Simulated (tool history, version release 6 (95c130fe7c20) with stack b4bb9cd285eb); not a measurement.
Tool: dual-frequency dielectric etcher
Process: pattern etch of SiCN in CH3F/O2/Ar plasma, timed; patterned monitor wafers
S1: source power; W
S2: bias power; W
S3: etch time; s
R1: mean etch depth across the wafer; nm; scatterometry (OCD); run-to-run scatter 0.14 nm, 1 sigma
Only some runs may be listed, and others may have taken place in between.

Run 1, day 0: S1 330 W, S2 57 W, S3 80 s. Result: R1 24.434 nm.
Run 2, day 0.329: S1 330 W, S2 57 W, S3 80 s. Result: R1 24.437 nm.
Run 3, day 0.45: S1 330 W, S2 57 W, S3 80 s. Result: R1 24.588 nm.
Run 4, day 0.558: S1 330 W, S2 57 W, S3 80 s. Result: R1 24.303 nm.
Run 5, day 0.654: S1 340 W, S2 57 W, S3 80 s. Result: R1 24.341 nm.
Run 6, day 1.012: S1 340 W, S2 57 W, S3 80 s. Result: R1 24.602 nm.
Run 7, day 1.308: S1 350 W, S2 57 W, S3 80 s. Result: R1 24.8 nm.
Run 8, day 1.371: S1 360 W, S2 57 W, S3 80 s. Result: R1 24.841 nm.
Run 9, day 1.55: S1 370 W, S2 58 W, S3 80 s. Result: R1 25.235 nm.

The next listed run, before its measurement:
Run 10, day 1.896: S1 380 W, S2 58 W, S3 80 s. Result: R1 ?.

Run 10 yielded R1 25.829 nm.
